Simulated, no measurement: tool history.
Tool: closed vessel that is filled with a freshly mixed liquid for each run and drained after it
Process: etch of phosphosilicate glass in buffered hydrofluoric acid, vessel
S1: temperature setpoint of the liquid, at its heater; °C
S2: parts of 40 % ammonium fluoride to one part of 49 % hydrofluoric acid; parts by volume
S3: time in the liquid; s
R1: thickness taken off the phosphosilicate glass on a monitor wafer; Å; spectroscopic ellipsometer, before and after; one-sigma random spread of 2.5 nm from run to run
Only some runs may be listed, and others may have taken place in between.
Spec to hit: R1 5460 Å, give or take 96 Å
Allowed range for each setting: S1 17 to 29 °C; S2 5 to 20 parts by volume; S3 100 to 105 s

{"run": 1, "hour": 0.0, "S1": 21, "S2": 12, "S3": 100, "R1": 2584.9}
{"run": 2, "hour": 2.5, "S1": 23.5, "S2": 12, "S3": 100, "R1": 2930.4}
{"run": 3, "hour": 6.3, "S1": 26.5, "S2": 12, "S3": 100, "R1": 3448.1}
{"run": 4, "hour": 12.3, "S1": 27, "S2": 11.5, "S3": 100, "R1": 3705.5}
{"run": 5, "hour": 14.0, "S1": 27.5, "S2": 11, "S3": 100, "R1": 4007.1}
{"run": 6, "hour": 22.0, "S1": 27.5, "S2": 10.5, "S3": 100, "R1": 4181.3}
{"run": 7, "hour": 29.6, "S1": 27.5, "S2": 10, "S3": 100, "R1": 4365.1}
{"hour": 38.6, "done": "thermometer replaced"}
{"run": 8, "hour": 38.6, "S1": 27.5, "S2": 9.5, "S3": 100, "R1": 4306.2}
{"run": 9, "hour": 45.5, "S1": 27.5, "S2": 9, "S3": 100, "R1": 4444.9}

5 next moves are on the table. One of them brings every result within its allowed miss. Which?
{"run": "A", "hour": 52.4, "S1": 28, "S2": 8, "S3": 105, "R1": "?"}
{"run": "B", "hour": 52.4, "S1": 29, "S2": 9, "S3": 105, "R1": "?"}
{"run": "C", "hour": 52.4, "S1": 27, "S2": 7, "S3": 105, "R1": "?"}
{"run": "D", "hour": 52.4, "S1": 22, "S2": 8.5, "S3": 100, "R1": "?"}
{"run": "E", "hour": 52.4, "S1": 27, "S2": 8, "S3": 105, "R1": "?"}

move=A R1=5437.1
move=B R1=5045.6
move=C R1=5954.6
move=D R1=3504.4
move=E R1=5155.2
A: every result lands within tolerance
B: an improvement on the last run, though not all results are within tolerance
C: moves the result that the last run missed by most past its target, out the other side
D: its largest miss is bigger than the last run's
E: an improvement on the last run, though not all results are within tolerance
A meets every target.
